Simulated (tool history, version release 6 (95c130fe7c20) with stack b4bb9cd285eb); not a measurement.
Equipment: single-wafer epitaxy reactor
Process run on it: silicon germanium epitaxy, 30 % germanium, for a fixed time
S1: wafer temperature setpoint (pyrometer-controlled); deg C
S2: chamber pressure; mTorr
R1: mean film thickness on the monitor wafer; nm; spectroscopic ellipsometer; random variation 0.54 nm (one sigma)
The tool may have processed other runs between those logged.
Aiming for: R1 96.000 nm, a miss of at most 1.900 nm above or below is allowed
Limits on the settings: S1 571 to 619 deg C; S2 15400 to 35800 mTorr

run    day   S1     S2      R1
  1  0.000  595  25600  61.246
  2  0.129  599  25800  66.772
  3  0.500  593  25800  58.301
  4  0.721  597  25900  63.886
  5  1.088  597  22600  60.518
  6  1.350  597  26000  64.282
  7  1.583  601  26100  69.477
  8  1.767  601  26100  69.598
  9  1.917  604  26200  73.177
 10  2.279  607  26300  78.987
 11  2.596  609  26300  81.384
 12  2.762  619  26600  99.764
 13  2.908  618  26600  98.609

4 next moves are on the table. One of them brings every result within its allowed miss. Which?
  A  3.054  619  26900   ?
  B  3.054  618  28100   ?
  C  3.054  617  29100   ?
  D  3.054  617  26500   ?

move      R1
   A  99.688
   B  99.356
   C  98.705
   D  95.340
A: further off than the last run
B: further off than the last run
C: about the same distance from the targets as the last run
D: each result inside its tolerance
D is the move that brings every result within its allowed miss.
